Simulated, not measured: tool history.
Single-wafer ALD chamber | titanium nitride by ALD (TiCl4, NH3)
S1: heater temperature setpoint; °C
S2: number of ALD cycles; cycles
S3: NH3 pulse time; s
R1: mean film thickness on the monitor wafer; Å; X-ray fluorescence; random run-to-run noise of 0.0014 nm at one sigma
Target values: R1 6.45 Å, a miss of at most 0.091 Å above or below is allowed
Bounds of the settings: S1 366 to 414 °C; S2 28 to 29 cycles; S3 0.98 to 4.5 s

| run | hour | S1 | S2 | S3 | R1 |
|---|---|---|---|---|---|
| 1 | 0 | 390 | 29 | 2.74 | 6.9547 |
| 2 | 1.1 | 390 | 29 | 3.03 | 6.9718 |
| 3 | 5 | 383 | 29 | 2.43 | 6.8678 |
| 4 | 13.3 | 390 | 29 | 2.43 | 6.8843 |
| 5 | 15.2 | 387 | 29 | 2 | 6.7943 |
| 6 | 23.9 | 386 | 29 | 1.72 | 6.6427 |
| 7 | 30.1 | 386 | 29 | 1.72 | 6.6365 |
|  | 38.5 | thermocouple changed; heater temperature recalibrated |
| 8 | 38.5 | 386 | 29 | 1.7 | 6.6377 |
| 9 | 46.5 | 386 | 29 | 1.68 | 6.5999 |

Pick the move, out of 4, that brings all results within their allowed miss; only one does.
| A | 54.5 | 384 | 28 | 1.8 | ? |
| B | 54.5 | 372 | 28 | 1.79 | ? |
| C | 54.5 | 385 | 28 | 1.46 | ? |
| D | 54.5 | 383 | 29 | 1.28 | ? |

| move | R1 |
|---|---|
| A | 6.4108 |
| B | 6.3087 |
| C | 6.2086 |
| D | 6.1915 |
A: every result within its allowed miss
B: carries the result that was furthest off beyond its target, to the other side
C: carries the result that was furthest off beyond its target, to the other side
D: carries the result that was furthest off beyond its target, to the other side
A meets every target.
